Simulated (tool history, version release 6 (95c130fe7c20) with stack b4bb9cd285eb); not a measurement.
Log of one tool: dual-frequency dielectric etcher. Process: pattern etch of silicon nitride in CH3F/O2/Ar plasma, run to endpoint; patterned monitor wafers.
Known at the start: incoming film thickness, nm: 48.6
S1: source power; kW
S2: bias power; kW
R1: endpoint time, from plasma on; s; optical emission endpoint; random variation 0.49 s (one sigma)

{"run": 1, "hour": 0.0, "S1": 0.31, "S2": 0.098, "R1": 68.326}
{"run": 2, "hour": 4.3, "S1": 0.33, "S2": 0.1, "R1": 66.095}
{"run": 3, "hour": 5.6, "S1": 0.33, "S2": 0.092, "R1": 67.777}
{"run": 4, "hour": 8.6, "S1": 0.33, "S2": 0.098, "R1": 66.424}
{"run": 5, "hour": 11.3, "S1": 0.34, "S2": 0.1, "R1": 65.655}
{"run": 6, "hour": 17.4, "S1": 0.32, "S2": 0.1, "R1": 65.719}
{"run": 7, "hour": 18.4, "S1": 0.33, "S2": 0.103, "R1": 65.57}

The next listed run, before its measurement:
{"run": 8, "hour": 25.4, "S1": 0.34, "S2": 0.105, "R1": "?"}

Run 8 gave R1 64.672 s.
